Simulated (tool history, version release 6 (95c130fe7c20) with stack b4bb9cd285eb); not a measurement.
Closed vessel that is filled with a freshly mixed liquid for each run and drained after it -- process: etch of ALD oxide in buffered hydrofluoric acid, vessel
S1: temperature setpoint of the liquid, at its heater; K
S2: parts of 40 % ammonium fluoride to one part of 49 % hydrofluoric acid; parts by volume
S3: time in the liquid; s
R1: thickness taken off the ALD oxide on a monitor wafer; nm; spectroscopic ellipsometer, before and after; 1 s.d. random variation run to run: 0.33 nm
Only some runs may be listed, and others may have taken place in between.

Run 1, hour 0.0: S1 293.15 K, S2 15.0 parts by volume, S3 95 s. Result: R1 74.335 nm.
Run 2, hour 4.5: S1 292.65 K, S2 16.0 parts by volume, S3 95 s. Result: R1 68.347 nm.
Run 3, hour 9.1: S1 294.15 K, S2 16.0 parts by volume, S3 95 s. Result: R1 74.445 nm.
Run 4, hour 16.3: S1 294.15 K, S2 18.5 parts by volume, S3 95 s. Result: R1 63.579 nm.
Run 5, hour 17.5: S1 294.15 K, S2 21.0 parts by volume, S3 95 s. Result: R1 57.045 nm.
Run 6, hour 24.9: S1 296.65 K, S2 21.0 parts by volume, S3 95 s. Result: R1 66.296 nm.
Run 7, hour 30.4: S1 292.65 K, S2 21.0 parts by volume, S3 95 s. Result: R1 52.887 nm.
Run 8, hour 33.6: S1 292.15 K, S2 21.0 parts by volume, S3 95 s. Result: R1 51.389 nm.
Run 9, hour 35.8: S1 291.65 K, S2 21.0 parts by volume, S3 95 s. Result: R1 49.914 nm.

Run 10 has not been measured yet. What should we expect?
Run 10, hour 41.9: S1 291.15 K, S2 21.0 parts by volume, S3 95 s. Result: R1 ?.

R1: 48.124 nm
